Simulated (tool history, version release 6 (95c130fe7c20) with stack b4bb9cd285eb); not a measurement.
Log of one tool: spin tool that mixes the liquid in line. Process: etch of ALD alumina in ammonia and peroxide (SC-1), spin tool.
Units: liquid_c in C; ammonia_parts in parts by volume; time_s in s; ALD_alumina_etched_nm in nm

run	day	liquid_c	ammonia_parts	time_s	ALD_alumina_etched_nm
1	0.000	57.0	0.65	325	26.708
2	0.088	57.0	0.75	325	27.190
3	0.379	54.0	0.75	325	23.438
4	0.492	54.0	0.75	345	24.389
5	0.629	51.5	0.75	345	21.281
6	0.746	50.0	0.75	345	19.710
7	0.871	43.5	0.75	345	13.815

Run 8 comes next. What will it give?
8	1.229	44.0	0.75	345	?

{"run 8": {"ALD_alumina_etched_nm": 14.346}}
